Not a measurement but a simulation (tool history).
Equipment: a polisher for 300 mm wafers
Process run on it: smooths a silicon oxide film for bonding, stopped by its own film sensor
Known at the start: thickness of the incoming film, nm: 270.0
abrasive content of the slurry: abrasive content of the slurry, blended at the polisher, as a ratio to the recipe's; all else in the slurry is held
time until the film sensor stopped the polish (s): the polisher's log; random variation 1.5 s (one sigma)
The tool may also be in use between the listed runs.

| run | hour | flow of slurry (ml/min) | pressure of the wafer on the pad (kPa) | speed of the pad under the wafer (m/s) | abrasive content of the slurry | target thickness at which the film sensor stops the polish (Å) | time until the film sensor stopped the polish (s) |
|---|---|---|---|---|---|---|---|
| 1 | 0.0 | 130 | 18.6 | 0.82 | 1.0 | 1980 | 84.982 |
| 2 | 8.8 | 125 | 16.5 | 0.80 | 1.0 | 1980 | 97.417 |
| 3 | 13.4 | 120 | 14.5 | 0.80 | 1.0 | 1980 | 109.420 |
| 4 | 15.4 | 120 | 17.2 | 0.80 | 1.0 | 1980 | 94.414 |
| 5 | 18.3 | 120 | 17.2 | 0.80 | 0.9 | 1980 | 101.330 |
| 6 | 26.1 | 120 | 20.0 | 0.80 | 0.9 | 1980 | 87.942 |
| 7 | 30.7 | 115 | 17.9 | 0.80 | 0.9 | 1980 | 97.857 |
| 8 | 32.4 | 110 | 15.9 | 0.80 | 0.9 | 1980 | 112.260 |
| 9 | 37.1 | 105 | 14.5 | 0.80 | 0.9 | 1980 | 121.020 |

Run 10 comes next. What will it give?
| 10 | 39.3 | 95 | 9.7 | 0.78 | 0.9 | 1980 | ? |

{"run 10": {"time until the film sensor stopped the polish (s)": 183.5}}
